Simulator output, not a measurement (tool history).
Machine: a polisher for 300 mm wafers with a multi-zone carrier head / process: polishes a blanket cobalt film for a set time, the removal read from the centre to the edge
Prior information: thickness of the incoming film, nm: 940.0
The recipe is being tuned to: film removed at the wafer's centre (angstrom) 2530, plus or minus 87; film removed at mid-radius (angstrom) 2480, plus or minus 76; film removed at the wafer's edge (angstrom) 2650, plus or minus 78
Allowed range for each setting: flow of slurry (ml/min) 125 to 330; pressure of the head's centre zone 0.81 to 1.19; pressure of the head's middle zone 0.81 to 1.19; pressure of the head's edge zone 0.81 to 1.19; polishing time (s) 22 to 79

run	hour	flow of slurry (ml/min)	pressure of the head's centre zone	pressure of the head's middle zone	pressure of the head's edge zone	polishing time (s)	film removed at the wafer's centre (angstrom)	film removed at mid-radius (angstrom)	film removed at the wafer's edge (angstrom)
1	0	210	1	1	1	50	3223.9	3467.1	3461.4
2	8.2	200	0.99	0.96	0.96	48	2965.3	3173.4	3255.5
3	12.2	200	1.05	0.96	0.96	48	3165.6	3153.2	3224.5
4	13.8	195	1.04	0.94	0.93	46	3039.4	2951.9	3091.5
5	17.7	195	1.04	0.94	0.86	46	2942.7	2946.9	2999.7
6	18.9	145	1.04	0.94	0.86	46	2756.5	2789.1	2845.1
7	22.2	130	1.01	0.86	0.83	43	2481	2381.8	2614.8
8	26.1	135	1.01	0.87	0.83	43	2508.3	2392.4	2603.1

Exercise: of the 4 proposed moves below, exactly one satisfies all targets within the stated allowed misses. Which move is it?
A	30	155	1.04	0.92	0.81	40	?	?	?
B	30	145	1.1	0.85	0.83	41	?	?	?
C	30	130	1.03	0.83	0.88	43	?	?	?
D	30	145	1.01	0.89	0.85	43	?	?	?

move	film removed at the wafer's centre (angstrom)	film removed at mid-radius (angstrom)	film removed at the wafer's edge (angstrom)
A	2457.3	2422.1	2474.8
B	2598.5	2289.8	2535.9
C	2493.8	2291.6	2670.8
D	2531.3	2495.3	2683.3
A: brings the result that was furthest off to its target, and leaves another outside
B: the biggest miss grows against the last run
C: the biggest miss grows against the last run
D: every result within its allowed miss
The move that meets every target is D.

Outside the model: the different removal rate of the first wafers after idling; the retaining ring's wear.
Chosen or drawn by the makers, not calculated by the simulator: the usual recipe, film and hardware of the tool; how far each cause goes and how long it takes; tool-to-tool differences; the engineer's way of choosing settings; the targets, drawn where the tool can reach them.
